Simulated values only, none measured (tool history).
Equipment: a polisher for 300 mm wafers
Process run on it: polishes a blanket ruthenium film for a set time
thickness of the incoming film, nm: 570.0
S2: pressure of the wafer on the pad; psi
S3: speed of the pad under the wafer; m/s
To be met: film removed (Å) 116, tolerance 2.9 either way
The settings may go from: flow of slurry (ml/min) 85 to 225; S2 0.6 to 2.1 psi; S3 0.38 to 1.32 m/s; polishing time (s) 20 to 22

Run 1, hour 0: flow of slurry (ml/min) 145, S2 1.3 psi, S3 0.84 m/s, polishing time (s) 22. Result: film removed (Å) 155.88.
Run 2, hour 5.2: flow of slurry (ml/min) 145, S2 1 psi, S3 0.84 m/s, polishing time (s) 22. Result: film removed (Å) 123.86.
Run 3, hour 6.9: flow of slurry (ml/min) 135, S2 1 psi, S3 0.84 m/s, polishing time (s) 22. Result: film removed (Å) 122.83.
Run 4, hour 10: flow of slurry (ml/min) 130, S2 1 psi, S3 0.84 m/s, polishing time (s) 22. Result: film removed (Å) 121.9.
Run 5, hour 16.9: flow of slurry (ml/min) 130, S2 1 psi, S3 0.84 m/s, polishing time (s) 20. Result: film removed (Å) 109.62.
Run 6, hour 18.8: flow of slurry (ml/min) 135, S2 1 psi, S3 0.84 m/s, polishing time (s) 20. Result: film removed (Å) 112.7.
Run 7, hour 19.9: flow of slurry (ml/min) 140, S2 1 psi, S3 0.84 m/s, polishing time (s) 20. Result: film removed (Å) 113.03.
Run 8, hour 26: flow of slurry (ml/min) 145, S2 1 psi, S3 0.84 m/s, polishing time (s) 20. Result: film removed (Å) 112.65.

Pick the move, out of 4, that brings all results within their allowed miss; only one does.
Run A, hour 32.1: flow of slurry (ml/min) 130, S2 1 psi, S3 0.7 m/s, polishing time (s) 22. Result: film removed (Å) ?.
Run B, hour 32.1: flow of slurry (ml/min) 145, S2 1 psi, S3 0.9 m/s, polishing time (s) 21. Result: film removed (Å) ?.
Run C, hour 32.1: flow of slurry (ml/min) 150, S2 1 psi, S3 0.86 m/s, polishing time (s) 21. Result: film removed (Å) ?.
Run D, hour 32.1: flow of slurry (ml/min) 125, S2 0.9 psi, S3 0.98 m/s, polishing time (s) 21. Result: film removed (Å) ?.

move  film removed (Å)
   A            106.79
   B            122.74
   C            119.71
   D            115.68
A: its largest miss is bigger than the last run's
B: takes the biggest miss from the last run beyond its target
C: takes the biggest miss from the last run beyond its target
D: in spec on every target
Go with D: it meets all targets.
